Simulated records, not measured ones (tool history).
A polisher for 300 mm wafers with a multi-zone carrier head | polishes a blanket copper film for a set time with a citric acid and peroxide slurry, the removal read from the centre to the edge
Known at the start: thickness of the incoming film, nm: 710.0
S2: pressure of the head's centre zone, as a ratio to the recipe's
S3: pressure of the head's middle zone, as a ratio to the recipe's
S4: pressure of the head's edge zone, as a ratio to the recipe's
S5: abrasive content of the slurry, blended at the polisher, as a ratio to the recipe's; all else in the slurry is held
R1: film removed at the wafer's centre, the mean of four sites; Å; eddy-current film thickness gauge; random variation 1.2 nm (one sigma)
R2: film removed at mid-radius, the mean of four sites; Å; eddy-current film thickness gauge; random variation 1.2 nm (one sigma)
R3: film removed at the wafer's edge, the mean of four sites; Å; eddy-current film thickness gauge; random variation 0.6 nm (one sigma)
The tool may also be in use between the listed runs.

Run 1, day 0.000: flow of slurry (ml/min) 205, S2 1.00, S3 1.00, S4 1.00, S5 1.00, polishing time (s) 90. Result: R1 1489.50 Å, R2 1491.90 Å, R3 1508.70 Å.
Run 2, day 0.092: flow of slurry (ml/min) 205, S2 1.00, S3 1.06, S4 1.00, S5 1.00, polishing time (s) 90. Result: R1 1525.80 Å, R2 1572.40 Å, R3 1513.40 Å.
Run 3, day 0.221: flow of slurry (ml/min) 195, S2 0.98, S3 1.02, S4 0.97, S5 0.90, polishing time (s) 83. Result: R1 1316.60 Å, R2 1372.70 Å, R3 1322.90 Å.
Run 4, day 0.354: flow of slurry (ml/min) 185, S2 0.97, S3 0.97, S4 0.96, S5 0.80, polishing time (s) 78. Result: R1 1136.10 Å, R2 1203.90 Å, R3 1200.40 Å.
Run 5, day 0.571: flow of slurry (ml/min) 180, S2 0.98, S3 0.93, S4 0.94, S5 0.75, polishing time (s) 75. Result: R1 1084.90 Å, R2 1058.40 Å, R3 1113.80 Å.
Run 6, day 0.750: flow of slurry (ml/min) 175, S2 0.97, S3 0.91, S4 0.91, S5 0.70, polishing time (s) 74. Result: R1 1059.50 Å, R2 1035.20 Å, R3 1055.70 Å.
Run 7, day 1.058: flow of slurry (ml/min) 175, S2 0.97, S3 0.91, S4 0.91, S5 0.70, polishing time (s) 74. Result: R1 1079.90 Å, R2 1016.90 Å, R3 1062.40 Å.
Run 8, day 1.408: flow of slurry (ml/min) 170, S2 0.94, S3 0.89, S4 0.90, S5 0.65, polishing time (s) 73. Result: R1 995.11 Å, R2 985.99 Å, R3 1015.30 Å.

Forecast run 9:
Run 9, day 1.729: flow of slurry (ml/min) 165, S2 0.93, S3 0.87, S4 0.89, S5 0.60, polishing time (s) 72. Result: R1 ?, R2 ?, R3 ?.

Run 9 gave R1 937.74 Å, R2 919.40 Å, R3 970.15 Å.
